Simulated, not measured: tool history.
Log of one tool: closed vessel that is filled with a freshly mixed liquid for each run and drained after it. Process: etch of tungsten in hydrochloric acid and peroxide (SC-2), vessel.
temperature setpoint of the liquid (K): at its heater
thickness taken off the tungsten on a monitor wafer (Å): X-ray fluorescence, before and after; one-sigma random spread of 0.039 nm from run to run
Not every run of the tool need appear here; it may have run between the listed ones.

| run | day | temperature setpoint of the liquid (K) | parts of water to one part each of 37 % hydrochloric acid and 30 % peroxide (parts by volume) | time in the liquid (s) | thickness taken off the tungsten on a monitor wafer (Å) |
|---|---|---|---|---|---|
| 1 | 0 | 319.15 | 6 | 30 | 99.739 |
| 2 | 0.288 | 319.15 | 6 | 30 | 99 |
| 3 | 0.529 | 319.15 | 4.5 | 30 | 122.48 |
| 4 | 0.888 | 319.15 | 4.5 | 30 | 121.76 |
| 5 | 1.121 | 317.15 | 4.5 | 30 | 105.7 |
| 6 | 1.275 | 317.15 | 5.5 | 30 | 92.31 |
| 7 | 1.488 | 316.65 | 5.5 | 30 | 88.849 |
| 8 | 1.604 | 316.15 | 5.5 | 30 | 86.744 |

For run 9, what comes out?
| 9 | 1.788 | 315.65 | 5.5 | 30 | ? |

thickness taken off the tungsten on a monitor wafer (Å): 83.148
